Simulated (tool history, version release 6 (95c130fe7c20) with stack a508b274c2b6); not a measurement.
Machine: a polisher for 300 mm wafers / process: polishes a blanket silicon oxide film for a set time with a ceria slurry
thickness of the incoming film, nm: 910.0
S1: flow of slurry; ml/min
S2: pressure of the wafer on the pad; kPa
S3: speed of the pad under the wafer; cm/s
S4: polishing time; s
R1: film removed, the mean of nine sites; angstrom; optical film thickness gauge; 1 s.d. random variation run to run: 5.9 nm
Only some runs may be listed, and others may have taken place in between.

run    day   S1    S2   S3   S4      R1
  1      0  170  14.5  100  110  4032.3
  2  0.271  170  17.2  100  110  4531.8
  3  0.438  170  17.2   80  110  3570.2
  4  0.775  170  17.9   82  110  3785.5
  5    0.9  170  18.6   84  110  4087.2
  6  1.079  170  18.6   74  110  3574.8
  7  1.317  170  19.3   78  110    3861
  8  1.558  170    20   80  110  4113.5

What does the tool deliver on the next run?
  9  1.875  170  20  82  110   ?

R1: 4236.3 angstrom

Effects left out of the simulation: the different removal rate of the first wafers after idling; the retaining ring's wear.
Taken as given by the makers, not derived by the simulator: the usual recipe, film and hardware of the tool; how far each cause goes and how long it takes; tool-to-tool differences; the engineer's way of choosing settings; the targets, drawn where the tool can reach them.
